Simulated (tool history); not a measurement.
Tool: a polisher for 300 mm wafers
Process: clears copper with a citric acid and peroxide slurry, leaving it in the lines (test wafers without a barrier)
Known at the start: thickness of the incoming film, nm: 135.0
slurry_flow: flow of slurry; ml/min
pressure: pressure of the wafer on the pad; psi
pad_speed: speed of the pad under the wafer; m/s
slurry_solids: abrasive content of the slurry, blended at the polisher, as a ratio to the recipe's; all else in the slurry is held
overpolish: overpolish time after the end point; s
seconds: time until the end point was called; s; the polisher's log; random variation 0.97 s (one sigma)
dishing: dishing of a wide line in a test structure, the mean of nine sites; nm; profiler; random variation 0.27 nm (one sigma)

| run | day | slurry_flow | pressure | pad_speed | slurry_solids | overpolish | seconds | dishing |
|---|---|---|---|---|---|---|---|---|
| 1 | 0.000 | 215 | 2.0 | 1.06 | 1.00 | 27 | 70.261 | 38.036 |
| 2 | 0.121 | 215 | 1.8 | 1.12 | 1.00 | 24 | 74.084 | 34.040 |
| 3 | 0.250 | 215 | 2.1 | 1.12 | 1.00 | 24 | 62.177 | 37.478 |
| 4 | 0.408 | 215 | 1.7 | 1.12 | 1.00 | 24 | 74.637 | 32.217 |
| 5 | 0.654 | 215 | 1.7 | 1.12 | 1.00 | 35 | 77.157 | 43.650 |
| 6 | 0.696 | 205 | 1.6 | 1.18 | 0.95 | 31 | 80.120 | 37.915 |
| 7 | 0.783 | 215 | 1.5 | 1.20 | 1.00 | 27 | 80.465 | 33.204 |
| 8 | 0.921 | 235 | 1.4 | 1.20 | 1.10 | 24 | 82.741 | 29.366 |
| 9 | 1.108 | 250 | 1.3 | 1.22 | 1.15 | 22 | 86.797 | 26.593 |

Forecast run 10:
| 10 | 1.475 | 265 | 1.2 | 1.26 | 1.20 | 20 | ? | ? |

Run 10 gave seconds 90.487 s, dishing 23.228 nm.
